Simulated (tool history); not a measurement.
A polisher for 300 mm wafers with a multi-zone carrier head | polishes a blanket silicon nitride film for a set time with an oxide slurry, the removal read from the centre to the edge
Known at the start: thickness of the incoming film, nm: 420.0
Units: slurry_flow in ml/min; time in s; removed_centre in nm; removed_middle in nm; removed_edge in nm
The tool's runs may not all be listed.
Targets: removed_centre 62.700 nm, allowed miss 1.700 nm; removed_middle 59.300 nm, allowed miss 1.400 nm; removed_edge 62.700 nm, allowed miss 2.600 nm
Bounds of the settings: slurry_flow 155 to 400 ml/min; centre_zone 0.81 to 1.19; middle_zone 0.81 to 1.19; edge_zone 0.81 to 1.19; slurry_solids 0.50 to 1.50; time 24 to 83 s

Run 1, hour 0.0: slurry_flow 255 ml/min, centre_zone 1.00, middle_zone 1.00, edge_zone 1.00, slurry_solids 1.00, time 53 s. Result: removed_centre 40.882 nm, removed_middle 40.182 nm, removed_edge 41.107 nm.
Run 2, hour 3.2: slurry_flow 260 ml/min, centre_zone 1.02, middle_zone 1.02, edge_zone 1.05, slurry_solids 1.15, time 54 s. Result: removed_centre 44.985 nm, removed_middle 43.981 nm, removed_edge 45.174 nm.
Run 3, hour 6.0: slurry_flow 300 ml/min, centre_zone 1.02, middle_zone 1.02, edge_zone 1.05, slurry_solids 1.15, time 54 s. Result: removed_centre 46.057 nm, removed_middle 44.968 nm, removed_edge 45.044 nm.
Run 4, hour 7.7: slurry_flow 300 ml/min, centre_zone 0.94, middle_zone 1.02, edge_zone 1.05, slurry_solids 1.15, time 54 s. Result: removed_centre 42.912 nm, removed_middle 45.337 nm, removed_edge 44.838 nm.
Run 5, hour 15.7: slurry_flow 340 ml/min, centre_zone 0.94, middle_zone 1.02, edge_zone 1.05, slurry_solids 1.15, time 54 s. Result: removed_centre 43.389 nm, removed_middle 46.104 nm, removed_edge 46.603 nm.
Run 6, hour 19.0: slurry_flow 340 ml/min, centre_zone 0.99, middle_zone 1.02, edge_zone 1.05, slurry_solids 1.15, time 54 s. Result: removed_centre 44.847 nm, removed_middle 46.056 nm, removed_edge 45.379 nm.
Run 7, hour 25.0: slurry_flow 345 ml/min, centre_zone 1.05, middle_zone 0.97, edge_zone 1.15, slurry_solids 1.40, time 62 s. Result: removed_centre 58.622 nm, removed_middle 54.208 nm, removed_edge 59.607 nm.
Run 8, hour 33.5: slurry_flow 345 ml/min, centre_zone 1.06, middle_zone 0.98, edge_zone 1.16, slurry_solids 1.45, time 62 s. Result: removed_centre 59.927 nm, removed_middle 55.196 nm, removed_edge 59.941 nm.
Run 9, hour 35.9: slurry_flow 350 ml/min, centre_zone 1.06, middle_zone 0.99, edge_zone 1.16, slurry_solids 1.45, time 62 s. Result: removed_centre 59.790 nm, removed_middle 56.178 nm, removed_edge 61.025 nm.
Run 10, hour 37.3: slurry_flow 355 ml/min, centre_zone 1.07, middle_zone 1.00, edge_zone 1.16, slurry_solids 1.45, time 62 s. Result: removed_centre 60.861 nm, removed_middle 56.387 nm, removed_edge 60.877 nm.
Run 11, hour 42.0: slurry_flow 360 ml/min, centre_zone 1.07, middle_zone 1.01, edge_zone 1.16, slurry_solids 1.45, time 62 s. Result: removed_centre 61.708 nm, removed_middle 56.984 nm, removed_edge 61.475 nm.
Run 12, hour 43.3: slurry_flow 365 ml/min, centre_zone 1.07, middle_zone 1.02, edge_zone 1.16, slurry_solids 1.45, time 62 s. Result: removed_centre 61.677 nm, removed_middle 57.755 nm, removed_edge 59.675 nm.

Which of these 4 next moves meets every target?
Run A, hour 44.6: slurry_flow 350 ml/min, centre_zone 1.05, middle_zone 1.00, edge_zone 1.13, slurry_solids 1.35, time 67 s. Result: removed_centre ?, removed_middle ?, removed_edge ?.
Run B, hour 44.6: slurry_flow 350 ml/min, centre_zone 1.08, middle_zone 1.06, edge_zone 1.08, slurry_solids 1.50, time 62 s. Result: removed_centre ?, removed_middle ?, removed_edge ?.
Run C, hour 44.6: slurry_flow 400 ml/min, centre_zone 1.17, middle_zone 1.11, edge_zone 1.07, slurry_solids 1.40, time 62 s. Result: removed_centre ?, removed_middle ?, removed_edge ?.
Run D, hour 44.6: slurry_flow 360 ml/min, centre_zone 1.03, middle_zone 0.99, edge_zone 1.19, slurry_solids 1.50, time 62 s. Result: removed_centre ?, removed_middle ?, removed_edge ?.

move  removed_centre  removed_middle  removed_edge
   A          63.293          58.903        62.684
   B          62.345          59.452        58.833
   C          66.085          60.987        57.601
   D          59.953          56.247        61.952
A: meets every target
B: further off than the last run
C: further off than the last run
D: brings the result that was furthest off to its target, and leaves another outside
Move A is the one to make.
